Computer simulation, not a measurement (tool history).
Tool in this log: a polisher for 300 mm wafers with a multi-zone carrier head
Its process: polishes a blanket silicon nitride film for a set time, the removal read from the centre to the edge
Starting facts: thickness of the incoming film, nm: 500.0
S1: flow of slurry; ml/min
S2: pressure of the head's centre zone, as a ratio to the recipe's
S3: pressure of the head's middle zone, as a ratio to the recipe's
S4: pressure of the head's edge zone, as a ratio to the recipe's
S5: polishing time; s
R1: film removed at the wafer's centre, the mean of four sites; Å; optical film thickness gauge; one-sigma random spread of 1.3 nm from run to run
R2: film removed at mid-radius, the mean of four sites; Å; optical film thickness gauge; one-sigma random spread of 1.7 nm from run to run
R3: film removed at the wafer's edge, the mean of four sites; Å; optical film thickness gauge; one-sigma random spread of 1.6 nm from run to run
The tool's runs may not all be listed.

| run | hour | S1 | S2 | S3 | S4 | S5 | R1 | R2 | R3 |
|---|---|---|---|---|---|---|---|---|---|
| 1 | 0 | 260 | 1 | 1 | 1 | 52 | 837.18 | 830.94 | 818.69 |
| 2 | 1.1 | 260 | 0.96 | 1.02 | 1.04 | 57 | 866.03 | 908.43 | 910.27 |
| 3 | 5.8 | 260 | 0.94 | 1.04 | 1.07 | 61 | 918.8 | 988.24 | 1008.4 |
| 4 | 12.2 | 260 | 0.94 | 1.04 | 1 | 61 | 923.8 | 970.26 | 958.71 |
| 5 | 20.7 | 225 | 0.94 | 1.04 | 1 | 61 | 869.53 | 959.06 | 924.43 |
| 6 | 21.6 | 225 | 0.94 | 1.04 | 0.92 | 61 | 905.93 | 946.62 | 888.98 |
| 7 | 27.7 | 250 | 0.93 | 1.06 | 0.99 | 63 | 909.04 | 1027 | 986.47 |

Run 8, settings as shown, results not yet in. Your forecast:
| 8 | 36.7 | 280 | 0.94 | 1.07 | 1.02 | 64 | ? | ? | ? |

R1: 952.21 Å
R2: 1040.6 Å
R3: 1037.6 Å
